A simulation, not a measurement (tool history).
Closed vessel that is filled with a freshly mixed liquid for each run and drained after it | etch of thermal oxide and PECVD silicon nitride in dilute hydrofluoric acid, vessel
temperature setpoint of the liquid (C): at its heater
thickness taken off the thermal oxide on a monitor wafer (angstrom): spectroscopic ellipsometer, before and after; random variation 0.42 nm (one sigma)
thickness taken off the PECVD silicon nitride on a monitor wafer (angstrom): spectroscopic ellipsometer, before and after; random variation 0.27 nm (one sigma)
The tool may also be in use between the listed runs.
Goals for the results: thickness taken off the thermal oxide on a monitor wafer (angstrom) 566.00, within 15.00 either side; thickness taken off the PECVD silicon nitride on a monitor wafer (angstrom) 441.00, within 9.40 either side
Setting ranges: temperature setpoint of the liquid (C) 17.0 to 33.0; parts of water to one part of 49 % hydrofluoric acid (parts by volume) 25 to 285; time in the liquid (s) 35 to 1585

run	hour	temperature setpoint of the liquid (C)	parts of water to one part of 49 % hydrofluoric acid (parts by volume)	time in the liquid (s)	thickness taken off the thermal oxide on a monitor wafer (angstrom)	thickness taken off the PECVD silicon nitride on a monitor wafer (angstrom)
1	0.0	25.0	155	810	259.33	263.63
2	5.5	25.0	155	560	179.01	183.67
3	12.1	25.0	155	700	227.11	227.40
4	15.8	27.0	155	700	242.56	258.94
5	22.9	27.0	155	965	331.80	360.35
6	27.2	25.5	120	915	406.43	404.59
7	28.4	24.0	100	890	463.53	426.72
8	31.2	24.0	100	890	462.11	421.79
9	34.0	23.0	90	875	485.91	429.26
10	39.0	22.0	80	865	524.80	451.36
11	45.9	21.0	75	860	546.98	447.12
12	54.5	20.5	75	860	533.17	427.53

Pick the move, out of 5, that brings all results within their allowed miss; only one does.
A	63.1	22.5	110	1125	?	?
B	63.1	17.0	75	1010	?	?
C	63.1	24.0	105	995	?	?
D	63.1	19.5	70	885	?	?
E	63.1	17.0	60	850	?	?

move	thickness taken off the thermal oxide on a monitor wafer (angstrom)	thickness taken off the PECVD silicon nitride on a monitor wafer (angstrom)
A	497.40	443.58
B	546.40	400.88
C	491.59	452.82
D	572.59	445.95
E	584.86	419.27
A: lands further from the targets than the last run did
B: lands further from the targets than the last run did
C: lands further from the targets than the last run did
D: all results in spec
E: takes the result that was furthest off past its target
Answer: D

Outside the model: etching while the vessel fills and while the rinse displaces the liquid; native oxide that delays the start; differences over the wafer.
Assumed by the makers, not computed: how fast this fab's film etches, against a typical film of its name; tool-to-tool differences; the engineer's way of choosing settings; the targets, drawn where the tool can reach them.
